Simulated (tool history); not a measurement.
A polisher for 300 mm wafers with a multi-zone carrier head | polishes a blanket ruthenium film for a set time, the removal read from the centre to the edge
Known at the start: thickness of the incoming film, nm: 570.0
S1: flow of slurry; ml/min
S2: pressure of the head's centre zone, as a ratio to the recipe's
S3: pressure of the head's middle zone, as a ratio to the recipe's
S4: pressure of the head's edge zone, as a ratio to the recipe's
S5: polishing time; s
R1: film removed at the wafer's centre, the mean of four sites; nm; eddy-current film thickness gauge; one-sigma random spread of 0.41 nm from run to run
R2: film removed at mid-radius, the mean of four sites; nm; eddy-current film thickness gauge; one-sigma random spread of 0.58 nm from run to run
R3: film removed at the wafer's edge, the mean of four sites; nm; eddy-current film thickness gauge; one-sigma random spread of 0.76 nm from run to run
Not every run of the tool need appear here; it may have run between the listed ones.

{"run": 1, "day": 0.0, "S1": 125, "S2": 1.0, "S3": 1.0, "S4": 1.0, "S5": 57, "R1": 85.038, "R2": 83.705, "R3": 85.381}
{"run": 2, "day": 0.358, "S1": 125, "S2": 1.0, "S3": 1.0, "S4": 0.91, "S5": 57, "R1": 83.185, "R2": 85.012, "R3": 79.616}
{"run": 3, "day": 0.646, "S1": 125, "S2": 1.0, "S3": 1.0, "S4": 0.99, "S5": 57, "R1": 84.709, "R2": 82.841, "R3": 85.264}
{"run": 4, "day": 0.717, "S1": 125, "S2": 0.97, "S3": 1.0, "S4": 0.99, "S5": 57, "R1": 81.822, "R2": 84.987, "R3": 84.213}
{"run": 5, "day": 0.875, "S1": 105, "S2": 0.97, "S3": 1.0, "S4": 0.99, "S5": 57, "R1": 78.47, "R2": 81.066, "R3": 82.681}
{"run": 6, "day": 1.121, "S1": 100, "S2": 0.96, "S3": 0.97, "S4": 0.99, "S5": 54, "R1": 72.963, "R2": 73.705, "R3": 76.005}
{"run": 7, "day": 1.283, "S1": 95, "S2": 0.95, "S3": 0.95, "S4": 1.01, "S5": 52, "R1": 65.742, "R2": 69.733, "R3": 75.205}

Run 8, settings as shown, results not yet in. Your forecast:
{"run": 8, "day": 1.562, "S1": 90, "S2": 0.96, "S3": 0.93, "S4": 1.01, "S5": 50, "R1": "?", "R2": "?", "R3": "?"}

R1: 63.346 nm
R2: 64.251 nm
R3: 69.850 nm

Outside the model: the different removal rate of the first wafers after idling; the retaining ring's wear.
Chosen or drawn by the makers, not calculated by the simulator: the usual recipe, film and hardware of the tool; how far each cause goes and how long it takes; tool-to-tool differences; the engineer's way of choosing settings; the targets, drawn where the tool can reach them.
